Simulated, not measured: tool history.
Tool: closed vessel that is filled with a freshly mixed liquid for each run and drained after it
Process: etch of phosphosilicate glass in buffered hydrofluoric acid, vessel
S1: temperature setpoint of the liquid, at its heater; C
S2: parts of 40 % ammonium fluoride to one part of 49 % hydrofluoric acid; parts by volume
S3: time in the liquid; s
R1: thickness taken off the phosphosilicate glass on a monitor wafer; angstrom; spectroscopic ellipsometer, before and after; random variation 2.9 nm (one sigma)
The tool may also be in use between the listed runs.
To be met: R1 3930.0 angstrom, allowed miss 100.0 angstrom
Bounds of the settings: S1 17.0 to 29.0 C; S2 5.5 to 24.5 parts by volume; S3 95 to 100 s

run	hour	S1	S2	S3	R1
1	0.0	21.0	15.0	95	2551.9
2	1.3	22.5	15.0	95	2766.5
3	7.6	22.5	15.0	100	2947.2
4	12.1	23.5	15.0	100	3088.0
5	20.9	23.5	15.0	95	2965.3
6	24.6	23.5	12.5	95	3526.0
7	27.3	24.0	12.5	95	3628.4
8	34.3	24.5	12.5	95	3743.7
9	39.8	25.0	12.5	95	3806.4

Which of these 4 next moves meets every target?
A	45.3	18.5	8.5	100	?
B	45.3	26.0	14.5	95	?
C	45.3	22.0	11.5	100	?
D	45.3	25.0	14.0	100	?

move	R1
A	3914.6
B	3440.8
C	3653.3
D	3551.4
A: meets every target
B: further off than the last run
C: further off than the last run
D: further off than the last run
Answer: A
